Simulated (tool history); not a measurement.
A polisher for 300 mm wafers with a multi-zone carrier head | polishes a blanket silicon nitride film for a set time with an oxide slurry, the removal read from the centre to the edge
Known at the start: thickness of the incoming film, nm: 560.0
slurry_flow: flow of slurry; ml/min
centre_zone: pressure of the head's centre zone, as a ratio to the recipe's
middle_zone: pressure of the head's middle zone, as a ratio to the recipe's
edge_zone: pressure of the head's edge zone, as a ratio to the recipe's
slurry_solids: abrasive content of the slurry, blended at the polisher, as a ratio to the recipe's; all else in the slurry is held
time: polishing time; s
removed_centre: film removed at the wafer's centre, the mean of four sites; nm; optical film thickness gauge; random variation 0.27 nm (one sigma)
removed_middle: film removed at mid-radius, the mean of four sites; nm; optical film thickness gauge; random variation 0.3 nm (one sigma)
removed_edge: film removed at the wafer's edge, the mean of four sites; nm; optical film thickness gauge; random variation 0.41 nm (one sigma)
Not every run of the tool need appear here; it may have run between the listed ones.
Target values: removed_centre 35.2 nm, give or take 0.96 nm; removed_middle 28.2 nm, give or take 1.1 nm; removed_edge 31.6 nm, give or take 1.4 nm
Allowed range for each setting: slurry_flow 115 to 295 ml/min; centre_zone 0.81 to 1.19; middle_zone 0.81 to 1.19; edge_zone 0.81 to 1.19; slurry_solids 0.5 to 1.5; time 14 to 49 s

run 1 day=0 | slurry_flow=190 centre_zone=1 middle_zone=1 edge_zone=1 slurry_solids=1 time=31 | removed_centre=27.467 removed_middle=26.247 removed_edge=27.363
run 2 day=0.054 | slurry_flow=190 centre_zone=1 middle_zone=0.95 edge_zone=1 slurry_solids=1 time=31 | removed_centre=26.966 removed_middle=25.738 removed_edge=27.128
run 3 day=0.229 | slurry_flow=200 centre_zone=1.04 middle_zone=0.96 edge_zone=1.03 slurry_solids=1 time=31 | removed_centre=28.798 removed_middle=26.036 removed_edge=27.804
run 4 day=0.45 | slurry_flow=200 centre_zone=1.04 middle_zone=1 edge_zone=1.03 slurry_solids=1 time=31 | removed_centre=28.635 removed_middle=26.289 removed_edge=27.689
run 5 day=0.642 | slurry_flow=210 centre_zone=1.07 middle_zone=1 edge_zone=1.06 slurry_solids=1.05 time=31 | removed_centre=30.344 removed_middle=27.289 removed_edge=28.635
run 6 day=0.992 | slurry_flow=215 centre_zone=1.09 middle_zone=0.99 edge_zone=1.09 slurry_solids=1.05 time=31 | removed_centre=30.355 removed_middle=27.832 removed_edge=29.774
run 7 day=1.188 | slurry_flow=220 centre_zone=1.11 middle_zone=0.97 edge_zone=1.09 slurry_solids=1.05 time=31 | removed_centre=31.433 removed_middle=27.147 removed_edge=29.992
run 8 day=1.55 | slurry_flow=230 centre_zone=1.13 middle_zone=0.97 edge_zone=1.09 slurry_solids=1.05 time=31 | removed_centre=32.277 removed_middle=27.281 removed_edge=29.355

5 next moves are on the table. One of them brings every result within its allowed miss. Which?
run A day=1.912 | slurry_flow=195 centre_zone=1.04 middle_zone=0.87 edge_zone=0.97 slurry_solids=0.95 time=37 | removed_centre=? removed_middle=? removed_edge=?
run B day=1.912 | slurry_flow=210 centre_zone=0.98 middle_zone=1 edge_zone=1.19 slurry_solids=1.15 time=32 | removed_centre=? removed_middle=? removed_edge=?
run C day=1.912 | slurry_flow=255 centre_zone=1.08 middle_zone=0.95 edge_zone=1.11 slurry_solids=1.25 time=33 | removed_centre=? removed_middle=? removed_edge=?
run D day=1.912 | slurry_flow=195 centre_zone=1.14 middle_zone=0.92 edge_zone=1.07 slurry_solids=0.9 time=36 | removed_centre=? removed_middle=? removed_edge=?
run E day=1.912 | slurry_flow=205 centre_zone=1.08 middle_zone=0.96 edge_zone=1.18 slurry_solids=1.1 time=35 | removed_centre=? removed_middle=? removed_edge=?

move=A removed_centre=33.165 removed_middle=27.939 removed_edge=31.666
move=B removed_centre=29.31 removed_middle=28.974 removed_edge=32.694
move=C removed_centre=35.295 removed_middle=30.367 removed_edge=34.153
move=D removed_centre=34.715 removed_middle=27.738 removed_edge=31.67
move=E removed_centre=34.662 removed_middle=30.144 removed_edge=34.975
A: gains on the last run, yet a result remains outside its allowed miss
B: lands further from the targets than the last run did
C: corrects the largest miss of the last run, while another result sits out of spec
D: all results land within tolerance of their targets
E: corrects the largest miss of the last run, while another result sits out of spec
Correct choice: D, which meets every target
